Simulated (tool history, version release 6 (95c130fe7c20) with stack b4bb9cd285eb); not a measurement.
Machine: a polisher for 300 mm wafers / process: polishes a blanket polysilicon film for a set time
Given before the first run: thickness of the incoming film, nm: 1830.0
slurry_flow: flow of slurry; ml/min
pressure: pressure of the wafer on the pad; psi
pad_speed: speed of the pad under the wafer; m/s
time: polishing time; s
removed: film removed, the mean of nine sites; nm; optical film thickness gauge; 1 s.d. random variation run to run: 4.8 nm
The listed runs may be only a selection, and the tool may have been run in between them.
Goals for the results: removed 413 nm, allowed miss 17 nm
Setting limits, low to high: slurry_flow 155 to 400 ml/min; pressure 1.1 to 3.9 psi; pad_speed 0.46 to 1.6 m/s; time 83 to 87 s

Run 1, day 0: slurry_flow 255 ml/min, pressure 2.5 psi, pad_speed 1.02 m/s, time 83 s. Result: removed 669.57 nm.
Run 2, day 0.112: slurry_flow 255 ml/min, pressure 2.2 psi, pad_speed 1.02 m/s, time 83 s. Result: removed 583.76 nm.
Run 3, day 0.362: slurry_flow 255 ml/min, pressure 2.2 psi, pad_speed 1.02 m/s, time 83 s. Result: removed 602.77 nm.
Run 4, day 0.396: slurry_flow 255 ml/min, pressure 1.9 psi, pad_speed 1.02 m/s, time 83 s. Result: removed 506.31 nm.
Run 5, day 0.442: slurry_flow 255 ml/min, pressure 1.8 psi, pad_speed 1.02 m/s, time 83 s. Result: removed 478.88 nm.
Run 6, day 0.588: slurry_flow 255 ml/min, pressure 1.8 psi, pad_speed 1.02 m/s, time 83 s. Result: removed 483.01 nm.
Run 7, day 0.671: slurry_flow 255 ml/min, pressure 1.7 psi, pad_speed 1.02 m/s, time 83 s. Result: removed 456.98 nm.
Run 8, day 0.883: slurry_flow 255 ml/min, pressure 1.6 psi, pad_speed 1.02 m/s, time 83 s. Result: removed 441.47 nm.

Which single option among these 4 for the next run brings every result within its allowed miss of target? Just one does.
Run A, day 1.096: slurry_flow 235 ml/min, pressure 1.9 psi, pad_speed 1.04 m/s, time 83 s. Result: removed ?.
Run B, day 1.096: slurry_flow 225 ml/min, pressure 1.4 psi, pad_speed 1.12 m/s, time 83 s. Result: removed ?.
Run C, day 1.096: slurry_flow 225 ml/min, pressure 1.9 psi, pad_speed 0.9 m/s, time 83 s. Result: removed ?.
Run D, day 1.096: slurry_flow 255 ml/min, pressure 1.8 psi, pad_speed 0.94 m/s, time 83 s. Result: removed ?.

move  removed
   A   517.41
   B   413.58
   C    447.8
   D   448.97
A: the biggest miss grows against the last run
B: meets every target
C: the biggest miss grows against the last run
D: the biggest miss grows against the last run
The move that meets every target is B.

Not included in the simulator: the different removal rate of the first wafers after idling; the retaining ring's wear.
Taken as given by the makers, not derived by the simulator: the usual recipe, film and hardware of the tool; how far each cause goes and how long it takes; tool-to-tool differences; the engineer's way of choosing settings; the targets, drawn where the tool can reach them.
